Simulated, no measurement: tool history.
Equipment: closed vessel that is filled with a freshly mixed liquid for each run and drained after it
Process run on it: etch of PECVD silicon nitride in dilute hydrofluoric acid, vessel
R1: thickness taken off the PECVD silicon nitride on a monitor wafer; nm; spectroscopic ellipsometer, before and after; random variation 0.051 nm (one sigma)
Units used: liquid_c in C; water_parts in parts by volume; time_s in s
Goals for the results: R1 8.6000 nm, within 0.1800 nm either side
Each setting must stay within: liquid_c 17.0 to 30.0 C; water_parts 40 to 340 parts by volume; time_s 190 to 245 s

{"run": 1, "hour": 0.0, "liquid_c": 22.0, "water_parts": 190, "time_s": 245, "R1": 2.392}
{"run": 2, "hour": 3.3, "liquid_c": 22.0, "water_parts": 190, "time_s": 190, "R1": 1.8657}
{"run": 3, "hour": 7.9, "liquid_c": 22.0, "water_parts": 235, "time_s": 190, "R1": 1.5107}
{"run": 4, "hour": 14.9, "liquid_c": 23.0, "water_parts": 210, "time_s": 195, "R1": 1.8492}
{"run": 5, "hour": 19.0, "liquid_c": 21.0, "water_parts": 210, "time_s": 195, "R1": 1.6193}
{"run": 6, "hour": 24.8, "liquid_c": 22.0, "water_parts": 190, "time_s": 195, "R1": 1.9068}
{"run": 7, "hour": 27.8, "liquid_c": 23.0, "water_parts": 170, "time_s": 200, "R1": 2.3542}
{"run": 8, "hour": 32.6, "liquid_c": 27.0, "water_parts": 95, "time_s": 225, "R1": 5.9992}

Exercise: of the 5 proposed moves below, exactly one satisfies all targets within the stated allowed misses. Which move is it?
{"run": "A", "hour": 37.4, "liquid_c": 27.5, "water_parts": 75, "time_s": 245, "R1": "?"}
{"run": "B", "hour": 37.4, "liquid_c": 29.0, "water_parts": 80, "time_s": 245, "R1": "?"}
{"run": "C", "hour": 37.4, "liquid_c": 26.5, "water_parts": 65, "time_s": 240, "R1": "?"}
{"run": "D", "hour": 37.4, "liquid_c": 28.5, "water_parts": 75, "time_s": 240, "R1": "?"}
{"run": "E", "hour": 37.4, "liquid_c": 27.5, "water_parts": 70, "time_s": 240, "R1": "?"}

move=A R1=8.7015
move=B R1=8.9874
move=C R1=9.2012
move=D R1=9.0927
move=E R1=9.1279
A: hits every target within its allowed miss
B: takes the biggest miss from the last run beyond its target
C: takes the biggest miss from the last run beyond its target
D: takes the biggest miss from the last run beyond its target
E: takes the biggest miss from the last run beyond its target
The right move is A.
